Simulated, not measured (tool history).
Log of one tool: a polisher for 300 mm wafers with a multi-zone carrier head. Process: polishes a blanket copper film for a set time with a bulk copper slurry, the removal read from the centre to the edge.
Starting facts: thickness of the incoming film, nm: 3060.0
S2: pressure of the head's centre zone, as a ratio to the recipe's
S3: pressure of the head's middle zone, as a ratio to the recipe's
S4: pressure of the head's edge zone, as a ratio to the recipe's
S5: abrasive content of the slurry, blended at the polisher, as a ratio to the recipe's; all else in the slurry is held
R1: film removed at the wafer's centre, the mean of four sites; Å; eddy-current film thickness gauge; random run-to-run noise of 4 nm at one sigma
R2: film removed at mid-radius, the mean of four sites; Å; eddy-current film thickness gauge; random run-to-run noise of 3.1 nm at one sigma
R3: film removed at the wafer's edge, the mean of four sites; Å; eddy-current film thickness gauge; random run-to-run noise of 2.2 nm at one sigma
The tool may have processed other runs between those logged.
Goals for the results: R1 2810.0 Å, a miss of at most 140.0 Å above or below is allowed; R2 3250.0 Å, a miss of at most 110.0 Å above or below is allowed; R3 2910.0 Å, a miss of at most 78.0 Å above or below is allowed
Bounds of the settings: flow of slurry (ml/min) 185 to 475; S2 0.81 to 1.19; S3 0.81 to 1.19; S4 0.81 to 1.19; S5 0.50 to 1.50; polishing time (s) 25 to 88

{"run": 1, "hour": 0.0, "flow of slurry (ml/min)": 305, "S2": 1.0, "S3": 1.0, "S4": 1.0, "S5": 1.0, "polishing time (s)": 56, "R1": 5134.1, "R2": 5054.4, "R3": 5035.4}
{"run": 2, "hour": 5.8, "flow of slurry (ml/min)": 300, "S2": 0.97, "S3": 1.01, "S4": 0.96, "S5": 0.85, "polishing time (s)": 50, "R1": 4372.7, "R2": 4262.9, "R3": 4190.0}
{"run": 3, "hour": 13.0, "flow of slurry (ml/min)": 300, "S2": 0.97, "S3": 1.07, "S4": 0.96, "S5": 0.85, "polishing time (s)": 50, "R1": 4203.1, "R2": 4490.5, "R3": 4207.2}
{"run": 4, "hour": 17.2, "flow of slurry (ml/min)": 295, "S2": 0.93, "S3": 1.08, "S4": 0.93, "S5": 0.75, "polishing time (s)": 47, "R1": 3820.3, "R2": 4112.2, "R3": 3710.7}
{"run": 5, "hour": 22.1, "flow of slurry (ml/min)": 295, "S2": 0.93, "S3": 1.08, "S4": 0.86, "S5": 0.75, "polishing time (s)": 47, "R1": 3822.1, "R2": 4164.9, "R3": 3654.9}
{"run": 6, "hour": 23.9, "flow of slurry (ml/min)": 295, "S2": 0.93, "S3": 1.03, "S4": 0.86, "S5": 0.75, "polishing time (s)": 47, "R1": 3682.6, "R2": 3972.3, "R3": 3599.8}
{"run": 7, "hour": 28.9, "flow of slurry (ml/min)": 290, "S2": 0.9, "S3": 1.02, "S4": 0.85, "S5": 0.65, "polishing time (s)": 46, "R1": 3498.5, "R2": 3693.1, "R3": 3421.5}
{"run": 8, "hour": 36.0, "flow of slurry (ml/min)": 285, "S2": 0.87, "S3": 1.03, "S4": 0.84, "S5": 0.6, "polishing time (s)": 44, "R1": 3177.3, "R2": 3547.3, "R3": 3168.9}
{"run": 9, "hour": 44.6, "flow of slurry (ml/min)": 285, "S2": 0.87, "S3": 1.03, "S4": 0.84, "S5": 0.6, "polishing time (s)": 44, "R1": 3260.7, "R2": 3508.5, "R3": 3116.0}
{"run": 10, "hour": 52.6, "flow of slurry (ml/min)": 285, "S2": 0.85, "S3": 1.03, "S4": 0.86, "S5": 0.65, "polishing time (s)": 42, "R1": 3137.3, "R2": 3358.6, "R3": 3102.5}
{"run": 11, "hour": 57.2, "flow of slurry (ml/min)": 270, "S2": 0.84, "S3": 1.04, "S4": 0.87, "S5": 0.6, "polishing time (s)": 42, "R1": 2904.9, "R2": 3293.2, "R3": 3048.5}
{"run": 12, "hour": 62.4, "flow of slurry (ml/min)": 265, "S2": 0.84, "S3": 1.04, "S4": 0.86, "S5": 0.6, "polishing time (s)": 42, "R1": 2937.2, "R2": 3374.3, "R3": 2995.0}

Which single option among these 5 for the next run brings every result within its allowed miss of target? Just one does.
{"run": "A", "hour": 67.6, "flow of slurry (ml/min)": 245, "S2": 0.81, "S3": 1.04, "S4": 0.88, "S5": 0.6, "polishing time (s)": 38, "R1": "?", "R2": "?", "R3": "?"}
{"run": "B", "hour": 67.6, "flow of slurry (ml/min)": 240, "S2": 0.81, "S3": 1.07, "S4": 0.89, "S5": 0.5, "polishing time (s)": 40, "R1": "?", "R2": "?", "R3": "?"}
{"run": "C", "hour": 67.6, "flow of slurry (ml/min)": 220, "S2": 0.82, "S3": 1.05, "S4": 0.87, "S5": 0.55, "polishing time (s)": 39, "R1": "?", "R2": "?", "R3": "?"}
{"run": "D", "hour": 67.6, "flow of slurry (ml/min)": 270, "S2": 0.83, "S3": 1.05, "S4": 0.86, "S5": 0.65, "polishing time (s)": 39, "R1": "?", "R2": "?", "R3": "?"}
{"run": "E", "hour": 67.6, "flow of slurry (ml/min)": 195, "S2": 0.81, "S3": 1.06, "S4": 0.94, "S5": 0.55, "polishing time (s)": 38, "R1": "?", "R2": "?", "R3": "?"}

move=A R1=2557.3 R2=2991.9 R3=2772.7
move=B R1=2546.4 R2=3052.0 R3=2774.8
move=C R1=2561.0 R2=2997.4 R3=2745.3
move=D R1=2748.9 R2=3186.5 R3=2894.3
move=E R1=2453.9 R2=2921.7 R3=2755.6
A: pushes the last run's worst result past its target
B: pushes the last run's worst result past its target
C: pushes the last run's worst result past its target
D: all results land within tolerance of their targets
E: pushes the last run's worst result past its target
D is the move that brings every result within its allowed miss.

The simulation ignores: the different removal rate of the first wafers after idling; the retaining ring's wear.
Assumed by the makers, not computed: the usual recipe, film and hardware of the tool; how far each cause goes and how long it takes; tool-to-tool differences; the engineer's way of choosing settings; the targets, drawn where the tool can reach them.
